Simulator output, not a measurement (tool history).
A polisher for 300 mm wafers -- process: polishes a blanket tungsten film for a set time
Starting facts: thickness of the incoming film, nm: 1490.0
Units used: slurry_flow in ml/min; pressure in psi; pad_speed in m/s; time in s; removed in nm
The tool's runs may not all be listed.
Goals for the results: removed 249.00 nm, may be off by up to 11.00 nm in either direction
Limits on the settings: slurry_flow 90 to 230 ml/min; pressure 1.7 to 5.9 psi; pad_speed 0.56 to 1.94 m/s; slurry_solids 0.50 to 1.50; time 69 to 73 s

run 1 hour=0.0 | slurry_flow=150 pressure=3.8 pad_speed=1.24 slurry_solids=1.00 time=69 | removed=438.85
run 2 hour=3.7 | slurry_flow=125 pressure=3.8 pad_speed=1.24 slurry_solids=1.00 time=69 | removed=418.09
run 3 hour=10.4 | slurry_flow=125 pressure=3.8 pad_speed=0.98 slurry_solids=1.00 time=69 | removed=329.27
run 4 hour=13.4 | slurry_flow=145 pressure=3.8 pad_speed=0.98 slurry_solids=1.00 time=69 | removed=344.38
run 5 hour=22.3 | slurry_flow=145 pressure=3.8 pad_speed=0.98 slurry_solids=1.00 time=73 | removed=375.36
run 6 hour=25.3 | slurry_flow=165 pressure=3.8 pad_speed=0.98 slurry_solids=1.00 time=73 | removed=386.25
run 7 hour=28.4 | slurry_flow=160 pressure=3.6 pad_speed=0.98 slurry_solids=1.00 time=73 | removed=358.11
run 8 hour=29.5 | slurry_flow=160 pressure=3.5 pad_speed=0.98 slurry_solids=1.00 time=73 | removed=347.80

Which single option among these 4 for the next run brings every result within its allowed miss of target? Just one does.
run A hour=30.6 | slurry_flow=180 pressure=2.9 pad_speed=0.80 slurry_solids=1.05 time=69 | removed=?
run B hour=30.6 | slurry_flow=170 pressure=2.8 pad_speed=0.84 slurry_solids=1.05 time=69 | removed=?
run C hour=30.6 | slurry_flow=145 pressure=3.5 pad_speed=0.84 slurry_solids=1.00 time=69 | removed=?
run D hour=30.6 | slurry_flow=185 pressure=3.1 pad_speed=0.80 slurry_solids=1.20 time=69 | removed=?

move=A removed=232.02
move=B removed=233.18
move=C removed=279.22
move=D removed=256.03
A: takes the result that was furthest off past its target
B: takes the result that was furthest off past its target
C: closes in on the targets versus the last run, not all within tolerance yet
D: every result within its allowed miss
So the answer is move D, the one that meets all the targets.
